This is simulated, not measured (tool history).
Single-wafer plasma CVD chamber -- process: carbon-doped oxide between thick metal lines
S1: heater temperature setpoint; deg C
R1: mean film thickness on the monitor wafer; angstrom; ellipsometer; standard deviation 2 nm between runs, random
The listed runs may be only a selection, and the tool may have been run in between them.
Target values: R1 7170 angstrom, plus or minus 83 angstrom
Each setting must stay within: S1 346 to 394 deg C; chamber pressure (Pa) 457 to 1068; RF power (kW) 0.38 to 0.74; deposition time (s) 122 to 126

Run 1, day 0: S1 370 deg C, chamber pressure (Pa) 763, RF power (kW) 0.56, deposition time (s) 122. Result: R1 6292.6 angstrom.
Run 2, day 0.258: S1 366 deg C, chamber pressure (Pa) 847, RF power (kW) 0.575, deposition time (s) 122. Result: R1 6498.1 angstrom.
Run 3, day 0.375: S1 372 deg C, chamber pressure (Pa) 847, RF power (kW) 0.575, deposition time (s) 122. Result: R1 6473.2 angstrom.
Run 4, day 0.446: S1 372 deg C, chamber pressure (Pa) 767, RF power (kW) 0.575, deposition time (s) 122. Result: R1 6396.7 angstrom.
At day 0.704: RF generator calibrated.
Run 5, day 0.704: S1 371 deg C, chamber pressure (Pa) 835, RF power (kW) 0.595, deposition time (s) 122. Result: R1 6816.5 angstrom.
Run 6, day 0.929: S1 381 deg C, chamber pressure (Pa) 835, RF power (kW) 0.595, deposition time (s) 122. Result: R1 6698.1 angstrom.
Run 7, day 1.204: S1 381 deg C, chamber pressure (Pa) 885, RF power (kW) 0.6, deposition time (s) 122. Result: R1 6802.4 angstrom.
Run 8, day 1.438: S1 381 deg C, chamber pressure (Pa) 925, RF power (kW) 0.605, deposition time (s) 122. Result: R1 6872.4 angstrom.

Exercise: of the 4 proposed moves below, exactly one satisfies all targets within the stated allowed misses. Which move is it?
Run A, day 1.671: S1 380 deg C, chamber pressure (Pa) 1045, RF power (kW) 0.57, deposition time (s) 124. Result: R1 ?.
Run B, day 1.671: S1 390 deg C, chamber pressure (Pa) 1015, RF power (kW) 0.635, deposition time (s) 126. Result: R1 ?.
Run C, day 1.671: S1 385 deg C, chamber pressure (Pa) 925, RF power (kW) 0.545, deposition time (s) 125. Result: R1 ?.
Run D, day 1.671: S1 378 deg C, chamber pressure (Pa) 833, RF power (kW) 0.615, deposition time (s) 126. Result: R1 ?.

move      R1
   A  6730.7
   B  7297.5
   C  6429.5
   D  7133.4
A: lands further from the targets than the last run did
B: carries the result that was furthest off beyond its target, to the other side
C: lands further from the targets than the last run did
D: hits every target within its allowed miss
The move that meets every target is D.
